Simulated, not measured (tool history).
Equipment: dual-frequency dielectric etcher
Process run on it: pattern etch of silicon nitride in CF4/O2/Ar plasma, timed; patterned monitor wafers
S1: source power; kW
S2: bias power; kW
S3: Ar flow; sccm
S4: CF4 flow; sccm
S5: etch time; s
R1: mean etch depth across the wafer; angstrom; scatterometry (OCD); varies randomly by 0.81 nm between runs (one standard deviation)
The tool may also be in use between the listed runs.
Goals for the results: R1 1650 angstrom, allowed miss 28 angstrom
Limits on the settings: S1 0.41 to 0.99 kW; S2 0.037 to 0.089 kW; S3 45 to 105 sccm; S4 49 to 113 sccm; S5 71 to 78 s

Run 1, hour 0: S1 0.7 kW, S2 0.063 kW, S3 75 sccm, S4 81 sccm, S5 78 s. Result: R1 2038.8 angstrom.
Run 2, hour 7: S1 0.65 kW, S2 0.063 kW, S3 75 sccm, S4 81 sccm, S5 78 s. Result: R1 1890.9 angstrom.
Run 3, hour 10.3: S1 0.75 kW, S2 0.063 kW, S3 75 sccm, S4 81 sccm, S5 78 s. Result: R1 2188.6 angstrom.
Run 4, hour 15: S1 0.75 kW, S2 0.07 kW, S3 75 sccm, S4 81 sccm, S5 78 s. Result: R1 2260.6 angstrom.
Run 5, hour 19.8: S1 0.68 kW, S2 0.07 kW, S3 75 sccm, S4 81 sccm, S5 78 s. Result: R1 2082.5 angstrom.
Run 6, hour 27: S1 0.68 kW, S2 0.07 kW, S3 75 sccm, S4 93 sccm, S5 78 s. Result: R1 2075.9 angstrom.
Run 7, hour 35.2: S1 0.63 kW, S2 0.07 kW, S3 75 sccm, S4 93 sccm, S5 78 s. Result: R1 1921.6 angstrom.
Run 8, hour 41.7: S1 0.6 kW, S2 0.07 kW, S3 75 sccm, S4 93 sccm, S5 78 s. Result: R1 1842.8 angstrom.
Run 9, hour 44.5: S1 0.5 kW, S2 0.069 kW, S3 75 sccm, S4 93 sccm, S5 78 s. Result: R1 1481.4 angstrom.
Run 10, hour 53.2: S1 0.52 kW, S2 0.069 kW, S3 75 sccm, S4 93 sccm, S5 78 s. Result: R1 1543.8 angstrom.
Run 11, hour 60.7: S1 0.52 kW, S2 0.069 kW, S3 75 sccm, S4 93 sccm, S5 78 s. Result: R1 1574.2 angstrom.
Run 12, hour 62.3: S1 0.53 kW, S2 0.069 kW, S3 75 sccm, S4 93 sccm, S5 78 s. Result: R1 1599.9 angstrom.

Next run, 4 choices. One meets every target within its allowed miss, the rest don't. Which?
Run A, hour 63.9: S1 0.52 kW, S2 0.077 kW, S3 71 sccm, S4 93 sccm, S5 75 s. Result: R1 ?.
Run B, hour 63.9: S1 0.52 kW, S2 0.071 kW, S3 76 sccm, S4 85 sccm, S5 78 s. Result: R1 ?.
Run C, hour 63.9: S1 0.55 kW, S2 0.069 kW, S3 70 sccm, S4 92 sccm, S5 77.5 s. Result: R1 ?.
Run D, hour 63.9: S1 0.52 kW, S2 0.071 kW, S3 81 sccm, S4 99 sccm, S5 76.5 s. Result: R1 ?.

move      R1
   A  1573.2
   B    1558
   C  1651.9
   D    1531
A: lands further from the targets than the last run did
B: lands further from the targets than the last run did
C: each result inside its tolerance
D: lands further from the targets than the last run did
The move that meets every target is C.
